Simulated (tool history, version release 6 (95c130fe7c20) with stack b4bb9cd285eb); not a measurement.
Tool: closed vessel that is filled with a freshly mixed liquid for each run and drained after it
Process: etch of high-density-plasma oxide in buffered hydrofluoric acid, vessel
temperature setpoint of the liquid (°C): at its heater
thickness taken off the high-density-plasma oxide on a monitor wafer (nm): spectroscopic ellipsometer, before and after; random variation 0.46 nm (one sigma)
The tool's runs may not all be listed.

| run | hour | temperature setpoint of the liquid (°C) | parts of 40 % ammonium fluoride to one part of 49 % hydrofluoric acid (parts by volume) | time in the liquid (s) | thickness taken off the high-density-plasma oxide on a monitor wafer (nm) |
|---|---|---|---|---|---|
| 1 | 0 | 24 | 18 | 105 | 127.27 |
| 2 | 2.4 | 23.5 | 18 | 105 | 124.79 |
| 3 | 8.2 | 23 | 18 | 105 | 120.83 |
| 4 | 9.4 | 25 | 18 | 105 | 135.85 |
| 5 | 17.3 | 24.5 | 18 | 105 | 132.14 |
| 6 | 23.3 | 24 | 18 | 105 | 128.49 |
| 7 | 25.2 | 23.5 | 18 | 105 | 124.14 |

Run 8 comes next. What will it give?
| 8 | 34.2 | 23 | 18 | 105 | ? |

thickness taken off the high-density-plasma oxide on a monitor wafer (nm): 121.22
